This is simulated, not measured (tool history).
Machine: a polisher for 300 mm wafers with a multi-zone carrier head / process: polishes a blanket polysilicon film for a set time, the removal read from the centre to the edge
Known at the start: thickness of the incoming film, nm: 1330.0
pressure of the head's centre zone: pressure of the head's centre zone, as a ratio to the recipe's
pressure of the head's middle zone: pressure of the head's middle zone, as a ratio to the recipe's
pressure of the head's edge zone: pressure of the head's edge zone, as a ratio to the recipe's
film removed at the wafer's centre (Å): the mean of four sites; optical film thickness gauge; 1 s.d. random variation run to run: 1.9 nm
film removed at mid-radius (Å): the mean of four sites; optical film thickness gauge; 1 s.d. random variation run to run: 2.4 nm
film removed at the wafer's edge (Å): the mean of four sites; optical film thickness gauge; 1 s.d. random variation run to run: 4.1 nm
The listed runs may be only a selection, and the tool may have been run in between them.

| run | hour | flow of slurry (ml/min) | pressure of the head's centre zone | pressure of the head's middle zone | pressure of the head's edge zone | polishing time (s) | film removed at the wafer's centre (Å) | film removed at mid-radius (Å) | film removed at the wafer's edge (Å) |
|---|---|---|---|---|---|---|---|---|---|
| 1 | 0 | 125 | 1 | 1 | 1 | 44 | 4851.9 | 5128 | 4885.6 |
| 2 | 8.4 | 120 | 0.99 | 0.98 | 0.99 | 42 | 4615.7 | 4733.9 | 4654.3 |
| 3 | 17.2 | 120 | 0.99 | 0.98 | 0.99 | 37 | 4027.6 | 4196.9 | 4001.2 |
| 4 | 18.8 | 110 | 0.99 | 0.98 | 0.99 | 37 | 3927.2 | 4086.8 | 3993.8 |
| 5 | 19.8 | 110 | 0.92 | 0.98 | 0.99 | 37 | 3735.1 | 4156.1 | 4056.9 |
| 6 | 25.9 | 110 | 0.98 | 0.98 | 0.99 | 37 | 3893.7 | 4130.8 | 3943.9 |
| 7 | 31.8 | 105 | 0.97 | 0.96 | 0.99 | 36 | 3742.6 | 3826.9 | 3903.9 |
| 8 | 36.8 | 105 | 0.96 | 0.95 | 0.98 | 35 | 3608.4 | 3727.3 | 3769.6 |

Expected results for the next run?
| 9 | 37.5 | 105 | 0.95 | 0.94 | 0.97 | 34 | ? | ? | ? |

{"run 9": {"film removed at the wafer's centre (Å)": 3405.4, "film removed at mid-radius (Å)": 3593.7, "film removed at the wafer's edge (Å)": 3615.6}}
